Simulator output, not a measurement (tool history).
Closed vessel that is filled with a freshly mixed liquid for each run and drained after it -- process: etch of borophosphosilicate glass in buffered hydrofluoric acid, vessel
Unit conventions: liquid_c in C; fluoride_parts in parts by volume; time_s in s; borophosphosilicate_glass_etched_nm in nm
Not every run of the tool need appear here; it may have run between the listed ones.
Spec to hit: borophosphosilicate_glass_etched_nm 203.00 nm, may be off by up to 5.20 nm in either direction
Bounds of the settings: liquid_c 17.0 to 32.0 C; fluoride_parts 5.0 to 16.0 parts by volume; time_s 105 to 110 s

run,hour,liquid_c,fluoride_parts,time_s,borophosphosilicate_glass_etched_nm
1,0.0,25.0,9.5,105,225.10
2,1.0,24.5,9.5,105,218.27
3,4.3,26.5,9.5,105,245.70
4,11.3,25.5,9.5,105,234.22
5,19.9,25.5,6.5,105,339.87
6,21.1,23.5,6.5,105,307.10
7,27.8,22.0,6.5,105,284.73
8,32.4,18.0,7.5,105,195.24

Which single option among these 5 for the next run brings every result within its allowed miss of target? Just one does.
A,37.0,17.0,6.5,105,?
B,37.0,23.5,10.5,110,?
C,37.0,17.5,7.5,105,?
D,37.0,19.0,7.5,110,?
E,37.0,17.5,8.0,110,?

move,borophosphosilicate_glass_etched_nm
A,212.49
B,201.69
C,189.67
D,216.02
E,185.11
A: moves the result that the last run missed by most past its target, out the other side
B: all results in spec
C: its largest miss is bigger than the last run's
D: moves the result that the last run missed by most past its target, out the other side
E: its largest miss is bigger than the last run's
Correct choice: B, which meets every target
